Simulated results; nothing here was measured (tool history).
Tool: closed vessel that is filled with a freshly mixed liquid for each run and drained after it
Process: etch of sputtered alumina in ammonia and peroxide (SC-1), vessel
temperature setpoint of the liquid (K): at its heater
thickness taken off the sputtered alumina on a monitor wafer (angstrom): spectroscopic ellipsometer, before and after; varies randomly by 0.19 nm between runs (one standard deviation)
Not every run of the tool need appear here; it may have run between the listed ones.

run  hour  temperature setpoint of the liquid (K)  parts of 29 % ammonia solution to one part of 30 % peroxide (parts by volume)  time in the liquid (s)  thickness taken off the sputtered alumina on a monitor wafer (angstrom)
  1     0                                  335.15                                                                              1                     565                                                                   609.54
  2     2                                  333.65                                                                              1                     565                                                                   559.01
  3   4.9                                  340.65                                                                              1                     565                                                                   795.96
  4  11.1                                  343.15                                                                              1                     565                                                                   905.47
  5  16.1                                  343.15                                                                           0.85                     565                                                                   886.54
  6    19                                  343.15                                                                            0.6                     565                                                                   862.16
  7  26.1                                  341.15                                                                            0.6                     565                                                                   782.06
  8  26.9                                  339.15                                                                            0.6                     565                                                                    706.1
  9  28.4                                  337.65                                                                            0.6                     565                                                                   658.43
 10  32.2                                  336.15                                                                            0.6                     565                                                                   605.53
 11  37.2                                  334.65                                                                            0.6                     565                                                                   564.93
 12  45.9                                  333.65                                                                            0.6                     565                                                                   537.29
 13  53.6                                  332.65                                                                            0.6                     565                                                                   508.36
 14  61.6                                  331.65                                                                            0.6                     565                                                                   480.69
 15  65.4                                  330.65                                                                            0.6                     565                                                                   459.79
 16  70.8                                  330.15                                                                            0.6                     565                                                                   446.75
 17    74                                  329.65                                                                            0.6                     565                                                                   437.12
 18  81.6                                  329.15                                                                            0.6                     565                                                                   419.12
 19  85.9                                  328.65                                                                            0.6                     565                                                                   416.17

Estimate the outcome of run 20 from the log above:
 20  87.5                                  328.15                                                                            0.6                     565                                                                        ?

For run 20 the tool returned thickness taken off the sputtered alumina on a monitor wafer (angstrom) 402.51.
